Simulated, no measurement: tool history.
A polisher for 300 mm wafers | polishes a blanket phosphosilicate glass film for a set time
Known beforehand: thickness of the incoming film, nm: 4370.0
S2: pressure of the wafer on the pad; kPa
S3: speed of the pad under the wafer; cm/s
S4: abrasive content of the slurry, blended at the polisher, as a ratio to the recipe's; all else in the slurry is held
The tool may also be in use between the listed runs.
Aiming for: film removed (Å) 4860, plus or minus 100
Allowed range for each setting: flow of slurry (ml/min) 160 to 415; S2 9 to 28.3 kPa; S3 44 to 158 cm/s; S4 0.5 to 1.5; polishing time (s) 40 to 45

{"run": 1, "day": 0.0, "flow of slurry (ml/min)": 265, "S2": 18.6, "S3": 100, "S4": 1, "polishing time (s)": 45, "film removed (Å)": 3798.5}
{"run": 2, "day": 0.092, "flow of slurry (ml/min)": 265, "S2": 18.6, "S3": 100, "S4": 1, "polishing time (s)": 40, "film removed (Å)": 3421.8}
{"run": 3, "day": 0.225, "flow of slurry (ml/min)": 265, "S2": 18.6, "S3": 100, "S4": 0.9, "polishing time (s)": 40, "film removed (Å)": 3231.1}
{"run": 4, "day": 0.304, "flow of slurry (ml/min)": 265, "S2": 20.7, "S3": 100, "S4": 0.9, "polishing time (s)": 40, "film removed (Å)": 3483.5}
{"run": 5, "day": 0.633, "flow of slurry (ml/min)": 265, "S2": 20.7, "S3": 120, "S4": 0.9, "polishing time (s)": 40, "film removed (Å)": 4109.6}
{"run": 6, "day": 0.725, "flow of slurry (ml/min)": 265, "S2": 22.8, "S3": 120, "S4": 0.9, "polishing time (s)": 40, "film removed (Å)": 4449.3}
{"run": 7, "day": 1.096, "flow of slurry (ml/min)": 270, "S2": 22.8, "S3": 120, "S4": 0.9, "polishing time (s)": 40, "film removed (Å)": 4515.9}
{"run": 8, "day": 1.471, "flow of slurry (ml/min)": 280, "S2": 22.8, "S3": 120, "S4": 0.9, "polishing time (s)": 40, "film removed (Å)": 4470.5}
{"run": 9, "day": 1.533, "flow of slurry (ml/min)": 280, "S2": 23.4, "S3": 120, "S4": 0.9, "polishing time (s)": 40, "film removed (Å)": 4604.5}
{"run": 10, "day": 1.588, "flow of slurry (ml/min)": 280, "S2": 24.1, "S3": 120, "S4": 0.9, "polishing time (s)": 40, "film removed (Å)": 4723.7}

Of the 5 settings listed for the next run, only one would bring every result within its allowed miss of target. Which one?
{"run": "A", "day": 1.642, "flow of slurry (ml/min)": 245, "S2": 20.7, "S3": 126, "S4": 1, "polishing time (s)": 44, "film removed (Å)": "?"}
{"run": "B", "day": 1.642, "flow of slurry (ml/min)": 210, "S2": 28.3, "S3": 100, "S4": 0.8, "polishing time (s)": 43, "film removed (Å)": "?"}
{"run": "C", "day": 1.642, "flow of slurry (ml/min)": 295, "S2": 26.2, "S3": 102, "S4": 0.9, "polishing time (s)": 41, "film removed (Å)": "?"}
{"run": "D", "day": 1.642, "flow of slurry (ml/min)": 275, "S2": 20, "S3": 114, "S4": 1.1, "polishing time (s)": 43, "film removed (Å)": "?"}
{"run": "E", "day": 1.642, "flow of slurry (ml/min)": 280, "S2": 26.2, "S3": 88, "S4": 0.95, "polishing time (s)": 45, "film removed (Å)": "?"}

move=A film_removed_(Å)=4900.1
move=B film_removed_(Å)=4610.9
move=C film_removed_(Å)=4580.1
move=D film_removed_(Å)=4535.9
move=E film_removed_(Å)=4583.5
A: all results in spec
B: moves away from the targets compared with the last run
C: moves away from the targets compared with the last run
D: moves away from the targets compared with the last run
E: moves away from the targets compared with the last run
The move that meets every target is A.
